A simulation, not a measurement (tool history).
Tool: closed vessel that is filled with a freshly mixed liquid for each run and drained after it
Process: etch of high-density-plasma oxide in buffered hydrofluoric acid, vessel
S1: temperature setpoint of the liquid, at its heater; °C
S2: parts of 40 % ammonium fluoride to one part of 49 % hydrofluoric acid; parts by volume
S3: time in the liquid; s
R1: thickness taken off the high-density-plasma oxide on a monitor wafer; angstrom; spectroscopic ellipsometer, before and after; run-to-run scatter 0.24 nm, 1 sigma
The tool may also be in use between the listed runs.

run	day	S1	S2	S3	R1
1	0	25	9	30	392.08
2	0.208	25	9	30	389.48
3	0.433	27	8	30	495.19
4	0.529	28.5	7.5	30	575.78
5	0.621	30.5	7.5	30	639.92
6	0.892	30.5	9.5	30	508.54
7	1.158	31	8.5	30	572.58

Run 8 is up next; what results do you expect?
8	1.383	31.5	8	30	?

R1: 626.51 angstrom
